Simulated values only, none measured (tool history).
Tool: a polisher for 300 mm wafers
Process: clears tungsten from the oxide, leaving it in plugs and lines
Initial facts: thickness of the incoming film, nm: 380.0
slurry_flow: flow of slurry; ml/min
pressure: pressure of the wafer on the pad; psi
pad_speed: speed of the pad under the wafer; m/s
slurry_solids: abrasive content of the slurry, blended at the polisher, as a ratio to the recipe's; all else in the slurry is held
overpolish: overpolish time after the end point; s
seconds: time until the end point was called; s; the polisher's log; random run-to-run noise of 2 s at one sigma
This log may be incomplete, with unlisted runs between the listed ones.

run  hour  slurry_flow  pressure  pad_speed  slurry_solids  overpolish  seconds
  1     0          190       3.2          1              1          17    130.3
  2   0.6          190       3.1          1              1          17   130.94
  3     9          190       3.1          1              1          17   132.92
  4   9.8          190       3.4          1              1          17   121.37
  5  18.4          190       3.4          1            0.8          17   128.68
  6  23.9          190       3.3          1            0.8          17   134.68
  7  25.5          190       3.2          1            0.8          17   137.16

Forecast run 8:
  8    32          190       3.1          1            0.8          17        ?

seconds: 138.04 s
